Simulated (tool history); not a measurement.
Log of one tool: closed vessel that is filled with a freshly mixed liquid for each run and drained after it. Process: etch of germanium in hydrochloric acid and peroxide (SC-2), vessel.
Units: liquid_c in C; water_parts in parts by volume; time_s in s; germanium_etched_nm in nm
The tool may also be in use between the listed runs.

run	day	liquid_c	water_parts	time_s	germanium_etched_nm
1	0.000	64.0	11.5	105	324.46
2	0.142	63.0	11.5	105	316.54
3	0.171	63.0	15.5	105	304.89
4	0.221	63.0	17.0	105	297.09
5	0.538	63.0	21.0	105	280.46
6	0.658	63.0	21.0	115	308.57
7	0.746	62.0	21.0	115	307.99
# day 1.008: thermometer replaced
8	1.008	61.0	21.0	115	281.43
9	1.371	60.5	21.0	115	274.30
10	1.654	60.0	21.0	115	272.05
11	1.771	59.5	21.0	115	268.22
12	1.817	59.0	21.0	115	263.51

Forecast run 13:
13	2.138	58.0	21.0	115	?

{"run 13": {"germanium_etched_nm": 257.92}}

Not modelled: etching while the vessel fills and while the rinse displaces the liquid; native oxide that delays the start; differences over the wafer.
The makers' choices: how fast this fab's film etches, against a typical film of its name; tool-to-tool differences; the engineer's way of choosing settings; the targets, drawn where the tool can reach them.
